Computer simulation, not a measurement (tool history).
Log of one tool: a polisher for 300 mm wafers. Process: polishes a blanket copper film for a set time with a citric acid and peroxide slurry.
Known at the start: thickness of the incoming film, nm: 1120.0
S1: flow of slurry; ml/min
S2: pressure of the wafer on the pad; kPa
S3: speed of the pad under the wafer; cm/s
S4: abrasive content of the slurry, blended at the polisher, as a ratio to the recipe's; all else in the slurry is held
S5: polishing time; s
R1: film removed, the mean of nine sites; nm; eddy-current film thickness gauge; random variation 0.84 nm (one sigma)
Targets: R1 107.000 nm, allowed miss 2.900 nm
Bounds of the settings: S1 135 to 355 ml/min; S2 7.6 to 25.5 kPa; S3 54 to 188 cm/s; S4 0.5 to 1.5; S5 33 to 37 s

run 1 day=0.000 | S1=225 S2=16.5 S3=120 S4=1.0 S5=37 | R1=93.599
run 2 day=0.254 | S1=225 S2=16.5 S3=120 S4=0.9 S5=37 | R1=92.178
run 3 day=0.442 | S1=225 S2=16.5 S3=120 S4=0.9 S5=33 | R1=82.322
run 4 day=0.683 | S1=225 S2=16.5 S3=102 S4=0.9 S5=33 | R1=70.272
run 5 day=0.846 | S1=225 S2=16.5 S3=102 S4=0.7 S5=33 | R1=67.327
run 6 day=1.092 | S1=170 S2=16.5 S3=102 S4=0.7 S5=33 | R1=65.088
run 7 day=1.258 | S1=180 S2=18.6 S3=102 S4=0.7 S5=33 | R1=71.015
run 8 day=1.525 | S1=195 S2=20.0 S3=104 S4=0.7 S5=33 | R1=75.574
run 9 day=1.871 | S1=200 S2=21.4 S3=108 S4=0.7 S5=33 | R1=83.782
run 10 day=1.950 | S1=210 S2=22.1 S3=110 S4=0.7 S5=33 | R1=87.237
run 11 day=1.975 | S1=215 S2=22.8 S3=112 S4=0.7 S5=33 | R1=90.021
run 12 day=2.062 | S1=215 S2=23.4 S3=114 S4=0.7 S5=33 | R1=94.863
run 13 day=2.296 | S1=215 S2=24.1 S3=116 S4=0.7 S5=33 | R1=98.065
run 14 day=2.596 | S1=220 S2=24.8 S3=118 S4=0.7 S5=33 | R1=101.610
run 15 day=2.808 | S1=220 S2=24.8 S3=118 S4=0.7 S5=33 | R1=101.170

Which of these 5 next moves meets every target?
run A day=3.021 | S1=220 S2=24.1 S3=120 S4=0.7 S5=33 | R1=?
run B day=3.021 | S1=235 S2=24.1 S3=112 S4=0.8 S5=33 | R1=?
run C day=3.021 | S1=250 S2=22.1 S3=106 S4=0.7 S5=37 | R1=?
run D day=3.021 | S1=160 S2=23.4 S3=126 S4=0.5 S5=34 | R1=?
run E day=3.021 | S1=215 S2=24.1 S3=128 S4=0.7 S5=33 | R1=?

move=A R1=102.800
move=B R1=99.843
move=C R1=97.721
move=D R1=96.613
move=E R1=108.880
A: nearer than the last run, and not there yet
B: further off than the last run
C: further off than the last run
D: further off than the last run
E: meets every target
Move E is the one to make.

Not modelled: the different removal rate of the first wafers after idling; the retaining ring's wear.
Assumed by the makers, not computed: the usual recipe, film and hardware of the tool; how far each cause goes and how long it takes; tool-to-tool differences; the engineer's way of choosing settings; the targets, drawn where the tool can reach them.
